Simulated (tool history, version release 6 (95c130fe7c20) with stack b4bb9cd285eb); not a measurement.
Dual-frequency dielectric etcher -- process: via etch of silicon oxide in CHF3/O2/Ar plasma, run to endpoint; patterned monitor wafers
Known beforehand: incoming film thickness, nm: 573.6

{"run": 1, "day": 0.0, "source power (kW)": 0.63, "bias power (kW)": 0.2, "endpoint time (s)": 285.13}
{"run": 2, "day": 0.112, "source power (kW)": 0.65, "bias power (kW)": 0.201, "endpoint time (s)": 283.38}
{"run": 3, "day": 0.162, "source power (kW)": 0.67, "bias power (kW)": 0.202, "endpoint time (s)": 280.29}
{"run": 4, "day": 0.396, "source power (kW)": 0.67, "bias power (kW)": 0.189, "endpoint time (s)": 286.2}
{"run": 5, "day": 0.746, "source power (kW)": 0.69, "bias power (kW)": 0.19, "endpoint time (s)": 284.14}
{"run": 6, "day": 1.121, "source power (kW)": 0.71, "bias power (kW)": 0.191, "endpoint time (s)": 282.3}
{"run": 7, "day": 1.292, "source power (kW)": 0.73, "bias power (kW)": 0.193, "endpoint time (s)": 278.52}

Run 8 is up next; what results do you expect?
{"run": 8, "day": 1.638, "source power (kW)": 0.74, "bias power (kW)": 0.194, "endpoint time (s)": "?"}

endpoint time (s): 277.38
